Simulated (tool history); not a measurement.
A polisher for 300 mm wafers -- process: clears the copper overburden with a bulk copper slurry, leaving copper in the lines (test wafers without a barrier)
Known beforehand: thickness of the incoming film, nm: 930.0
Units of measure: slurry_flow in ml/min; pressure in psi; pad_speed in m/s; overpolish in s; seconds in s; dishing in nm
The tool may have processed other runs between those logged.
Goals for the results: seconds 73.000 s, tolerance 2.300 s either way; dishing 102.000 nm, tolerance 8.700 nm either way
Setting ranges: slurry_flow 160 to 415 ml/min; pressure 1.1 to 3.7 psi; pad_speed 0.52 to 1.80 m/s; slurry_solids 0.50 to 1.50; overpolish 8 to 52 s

{"run": 1, "hour": 0.0, "slurry_flow": 265, "pressure": 2.4, "pad_speed": 1.16, "slurry_solids": 1.0, "overpolish": 26, "seconds": 116.63, "dishing": 77.747}
{"run": 2, "hour": 8.1, "slurry_flow": 305, "pressure": 2.4, "pad_speed": 1.16, "slurry_solids": 1.0, "overpolish": 26, "seconds": 116.38, "dishing": 78.906}
{"run": 3, "hour": 14.8, "slurry_flow": 305, "pressure": 2.4, "pad_speed": 1.16, "slurry_solids": 1.0, "overpolish": 21, "seconds": 117.89, "dishing": 67.59}
{"run": 4, "hour": 16.6, "slurry_flow": 250, "pressure": 2.4, "pad_speed": 1.16, "slurry_solids": 1.0, "overpolish": 21, "seconds": 119.03, "dishing": 72.147}
{"run": 5, "hour": 24.2, "slurry_flow": 250, "pressure": 2.7, "pad_speed": 1.16, "slurry_solids": 1.0, "overpolish": 21, "seconds": 105.32, "dishing": 74.351}
{"run": 6, "hour": 25.1, "slurry_flow": 250, "pressure": 2.9, "pad_speed": 1.16, "slurry_solids": 1.0, "overpolish": 23, "seconds": 99.418, "dishing": 80.502}
{"run": 7, "hour": 26.1, "slurry_flow": 250, "pressure": 3.1, "pad_speed": 1.18, "slurry_solids": 1.0, "overpolish": 24, "seconds": 90.013, "dishing": 87.708}
{"run": 8, "hour": 33.7, "slurry_flow": 250, "pressure": 3.2, "pad_speed": 1.18, "slurry_solids": 1.0, "overpolish": 24, "seconds": 88.822, "dishing": 89.909}

4 candidate next runs follow, results not yet known. Just one meets every target within its allowed miss. Identify it.
{"run": "A", "hour": 41.3, "slurry_flow": 210, "pressure": 2.8, "pad_speed": 1.24, "slurry_solids": 0.95, "overpolish": 34, "seconds": "?", "dishing": "?"}
{"run": "B", "hour": 41.3, "slurry_flow": 330, "pressure": 3.5, "pad_speed": 1.0, "slurry_solids": 0.8, "overpolish": 20, "seconds": "?", "dishing": "?"}
{"run": "C", "hour": 41.3, "slurry_flow": 250, "pressure": 3.4, "pad_speed": 1.3, "slurry_solids": 1.15, "overpolish": 29, "seconds": "?", "dishing": "?"}
{"run": "D", "hour": 41.3, "slurry_flow": 160, "pressure": 3.1, "pad_speed": 1.08, "slurry_solids": 0.9, "overpolish": 45, "seconds": "?", "dishing": "?"}

move=A seconds=98.518 dishing=90.861
move=B seconds=96.447 dishing=76.938
move=C seconds=72.815 dishing=99.011
move=D seconds=108.200 dishing=97.855
A: its largest miss is bigger than the last run's
B: its largest miss is bigger than the last run's
C: each result inside its tolerance
D: its largest miss is bigger than the last run's
The right move is C.

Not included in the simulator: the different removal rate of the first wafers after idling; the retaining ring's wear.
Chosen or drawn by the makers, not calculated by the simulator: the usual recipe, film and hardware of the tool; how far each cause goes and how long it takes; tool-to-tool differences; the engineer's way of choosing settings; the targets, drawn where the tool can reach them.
